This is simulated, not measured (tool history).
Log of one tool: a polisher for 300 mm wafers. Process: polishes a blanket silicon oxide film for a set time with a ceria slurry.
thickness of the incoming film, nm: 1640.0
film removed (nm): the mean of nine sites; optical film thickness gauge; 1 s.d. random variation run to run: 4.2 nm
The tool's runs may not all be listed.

run	hour	flow of slurry (ml/min)	pressure of the wafer on the pad (psi)	speed of the pad under the wafer (cm/s)	polishing time (s)	film removed (nm)
1	0	135	3.2	104	53	264.44
2	8.6	135	2.7	104	53	225.79
3	17	105	2.7	104	53	214.54
4	19.3	110	2.9	104	53	229.16
5	22.8	110	3.5	104	53	276.4
6	27.7	140	3.5	104	53	289.56

Estimate the outcome of run 7 from the log above:
7	31.3	140	3.6	104	53	?

{"run 7": {"film removed (nm)": 290.01}}
